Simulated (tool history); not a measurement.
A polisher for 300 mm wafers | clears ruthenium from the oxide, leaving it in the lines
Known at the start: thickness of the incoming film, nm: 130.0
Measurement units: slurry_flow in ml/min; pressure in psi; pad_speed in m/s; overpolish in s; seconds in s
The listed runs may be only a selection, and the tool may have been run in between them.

| run | hour | slurry_flow | pressure | pad_speed | overpolish | seconds |
|---|---|---|---|---|---|---|
| 1 | 0 | 255 | 1.9 | 1.18 | 33 | 124.63 |
| 2 | 1.8 | 225 | 1.9 | 1.18 | 33 | 127.58 |
| 3 | 3.6 | 190 | 1.9 | 1.18 | 33 | 131.21 |
| 4 | 5.2 | 220 | 1.9 | 1.18 | 33 | 125.16 |
| 5 | 12.6 | 220 | 1.9 | 1.18 | 33 | 125.42 |
| 6 | 20.9 | 215 | 1.6 | 1.16 | 33 | 147.48 |
| 7 | 22.7 | 210 | 1.4 | 1.12 | 33 | 160.58 |

Run 8, settings as shown, results not yet in. Your forecast:
| 8 | 30.5 | 210 | 0.9 | 0.9 | 33 | ? |

{"run 8": {"seconds": 251.56}}
